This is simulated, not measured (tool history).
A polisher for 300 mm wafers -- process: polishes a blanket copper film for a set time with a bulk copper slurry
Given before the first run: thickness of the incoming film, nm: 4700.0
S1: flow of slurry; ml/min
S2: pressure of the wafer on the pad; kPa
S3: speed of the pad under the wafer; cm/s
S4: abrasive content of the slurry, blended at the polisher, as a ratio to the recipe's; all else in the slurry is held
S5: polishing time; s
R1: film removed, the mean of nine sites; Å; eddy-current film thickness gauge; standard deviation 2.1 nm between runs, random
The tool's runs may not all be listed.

run	hour	S1	S2	S3	S4	S5	R1
1	0.0	155	15.2	86	1.00	59	3738.2
2	6.5	150	13.1	86	1.00	59	3300.7
3	13.7	150	13.1	98	1.00	59	3806.0
4	22.4	150	13.1	98	1.00	59	3767.5
5	25.3	150	13.1	98	0.85	59	3566.7
6	27.8	145	11.0	98	0.85	59	3187.4
7	35.7	140	9.7	98	0.85	59	2880.5
8	37.7	135	9.0	98	0.85	59	2700.8
# hour 43.6: head pressure recalibrated
9	43.6	125	9.0	98	0.85	59	2949.5
10	49.5	170	8.3	98	0.85	59	2946.8

Estimate the outcome of run 11 from the log above:
11	57.5	150	7.6	98	0.85	59	?

{"run 11": {"R1": 2701.7}}

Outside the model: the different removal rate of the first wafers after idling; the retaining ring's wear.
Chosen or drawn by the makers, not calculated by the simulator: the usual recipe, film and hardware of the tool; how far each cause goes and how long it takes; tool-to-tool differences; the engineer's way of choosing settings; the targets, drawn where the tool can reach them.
